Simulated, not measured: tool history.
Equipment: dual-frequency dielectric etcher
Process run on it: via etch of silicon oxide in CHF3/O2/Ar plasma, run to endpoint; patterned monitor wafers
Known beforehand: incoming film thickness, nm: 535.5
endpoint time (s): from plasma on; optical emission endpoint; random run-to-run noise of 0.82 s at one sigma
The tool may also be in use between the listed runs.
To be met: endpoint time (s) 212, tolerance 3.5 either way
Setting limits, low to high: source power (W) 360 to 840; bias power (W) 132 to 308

run  hour  source power (W)  bias power (W)  endpoint time (s)
  1     0               600             220             233.52
  2   3.8               640             222             228.93
  3  11.1               680             225             221.53
  4  16.8               680             202             232.22
  5  25.4               680             241             217.25
  6  28.1               570             241             229.14
  7  36.9               610             244             223.56
  8  39.9               640             246             218.14
  9  44.2               650             247             217.66
 10  44.9               660             248             215.68

Consider the 4 candidate settings below. Which is the only one whose results all fall within their allowed miss of target?
  A  45.6               640             249                  ?
  B  45.6               600             251                  ?
  C  45.6               680             252                  ?
  D  45.6               640             248                  ?

move  endpoint time (s)
   A             219.91
   B             223.62
   C             214.79
   D             220.25
A: its largest miss is bigger than the last run's
B: its largest miss is bigger than the last run's
C: meets every target
D: its largest miss is bigger than the last run's
The right move is C.

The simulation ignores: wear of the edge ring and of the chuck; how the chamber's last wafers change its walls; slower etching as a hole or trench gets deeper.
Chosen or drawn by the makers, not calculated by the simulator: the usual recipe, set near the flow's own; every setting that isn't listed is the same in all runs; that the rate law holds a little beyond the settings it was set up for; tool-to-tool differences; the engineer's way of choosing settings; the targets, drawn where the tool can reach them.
